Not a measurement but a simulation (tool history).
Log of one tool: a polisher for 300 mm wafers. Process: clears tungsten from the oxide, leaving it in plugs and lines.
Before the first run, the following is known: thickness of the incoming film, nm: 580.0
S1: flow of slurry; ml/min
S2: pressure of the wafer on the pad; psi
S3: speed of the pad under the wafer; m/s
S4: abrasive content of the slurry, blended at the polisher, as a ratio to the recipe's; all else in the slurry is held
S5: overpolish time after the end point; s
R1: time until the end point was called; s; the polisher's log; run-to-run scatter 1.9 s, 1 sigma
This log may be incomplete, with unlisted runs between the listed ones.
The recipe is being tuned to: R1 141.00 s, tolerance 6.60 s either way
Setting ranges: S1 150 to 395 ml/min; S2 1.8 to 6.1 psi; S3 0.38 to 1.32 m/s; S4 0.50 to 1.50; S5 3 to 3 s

run,day,S1,S2,S3,S4,S5,R1
1,0.000,250,3.9,0.84,1.00,3,107.58
2,0.267,250,3.9,0.84,1.00,3,108.42
3,0.608,250,3.8,0.84,1.00,3,112.25
4,0.862,250,3.8,0.68,1.00,3,129.59
5,1.175,250,3.8,0.78,1.00,3,116.86
6,1.550,250,3.7,0.78,1.00,3,120.61
7,1.758,250,3.6,0.78,1.00,3,122.12
8,1.938,250,3.5,0.78,1.00,3,126.88
9,2.296,250,3.3,0.78,1.00,3,131.01

Exactly one of the 5 candidate moves below puts every result within its allowed miss. Which one?
A,2.654,245,3.8,0.82,0.95,3,?
B,2.654,245,3.3,0.80,1.10,3,?
C,2.654,235,4.1,0.64,1.45,3,?
D,2.654,385,3.4,0.82,0.75,3,?
E,2.654,185,3.0,0.84,0.85,3,?

move,R1
A,117.72
B,127.36
C,121.81
D,131.21
E,146.55
A: its largest miss is bigger than the last run's
B: its largest miss is bigger than the last run's
C: its largest miss is bigger than the last run's
D: just as far off the targets as the last run
E: all results in spec
So the answer is move E, the one that meets all the targets.

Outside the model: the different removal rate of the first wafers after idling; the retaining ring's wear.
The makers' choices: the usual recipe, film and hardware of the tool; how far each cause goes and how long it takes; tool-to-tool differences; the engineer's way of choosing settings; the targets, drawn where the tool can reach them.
